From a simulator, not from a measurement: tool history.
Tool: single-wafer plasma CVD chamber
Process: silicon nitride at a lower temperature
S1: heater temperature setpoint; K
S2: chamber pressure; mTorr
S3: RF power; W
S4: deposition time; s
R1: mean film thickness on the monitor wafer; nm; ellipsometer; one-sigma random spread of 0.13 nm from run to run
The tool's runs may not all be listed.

run  hour      S1    S2   S3    S4      R1
  1     0  633.15  1890  350  28.4  37.123
  2   6.4  633.15  1630  350  28.4  35.815
  3   7.9  633.15  1630  390  28.4  37.424
  4  10.4  633.15  1630  390  29.3  38.298
  5  14.6  633.15  1570  380  29.3  37.693
  6  20.9  633.15  1520  375  29.3  37.181
  7  21.4  633.15  1470  370  29.3  36.787
  8  26.1  633.15  1430  365  29.3  36.208
  9  28.3  633.15  1430  365  29.3  36.544

Forecast run 10:
 10  34.7  633.15  1400  360  29.3   ?

Run 10 gave R1 36.019 nm.
